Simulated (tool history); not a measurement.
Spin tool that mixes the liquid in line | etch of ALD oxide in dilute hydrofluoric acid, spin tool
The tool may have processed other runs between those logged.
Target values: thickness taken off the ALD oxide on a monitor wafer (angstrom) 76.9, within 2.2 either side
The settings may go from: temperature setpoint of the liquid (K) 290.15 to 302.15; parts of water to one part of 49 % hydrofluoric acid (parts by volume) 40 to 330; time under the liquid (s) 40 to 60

run,hour,temperature setpoint of the liquid (K),parts of water to one part of 49 % hydrofluoric acid (parts by volume),time under the liquid (s),thickness taken off the ALD oxide on a monitor wafer (angstrom)
1,0,294.15,185,60,26.012
2,8.1,294.15,185,40,17.427
3,13.1,292.15,185,40,16.152
4,21.8,293.15,170,40,18.674
5,24.2,293.15,120,40,28.071
6,29.9,294.15,115,40,30.733
7,38.8,295.15,110,40,33.269
8,45.1,295.15,110,40,33.658
9,52.2,296.15,105,40,36.341
10,55,296.65,95,40,41.75
11,59.1,297.15,90,40,45.369
12,64,297.65,85,40,49.518
13,71.2,298.15,85,40,49.642
14,73.3,302.15,40,45,151.18
# hour 76.3: thermometer replaced
15,76.3,301.65,40,45,136.61
16,80.8,301.15,40,45,133.85
17,89.8,300.65,40,45,130.43
18,95.7,300.15,40,45,128.28
19,97,299.15,40,45,123.6
20,102.3,298.15,40,45,118.14
21,104.1,297.15,40,45,112.64
22,112.7,297.15,40,45,114.26
23,121.5,296.65,40,45,111.57
24,125.4,292.65,65,45,56.569

Of the 5 settings listed for the next run, only one would bring every result within its allowed miss of target. Which one?
A,129.3,295.15,65,60,?
B,129.3,292.65,40,40,?
C,129.3,294.65,65,60,?
D,129.3,293.65,65,60,?
E,129.3,295.65,45,40,?

move,thickness taken off the ALD oxide on a monitor wafer (angstrom)
A,82.059
B,82.481
C,80.376
D,77.094
E,82.741
A: the result that was furthest off in the last run now lies on the other side of its target
B: the result that was furthest off in the last run now lies on the other side of its target
C: the result that was furthest off in the last run now lies on the other side of its target
D: meets every target
E: the result that was furthest off in the last run now lies on the other side of its target
Go with D: it meets all targets.
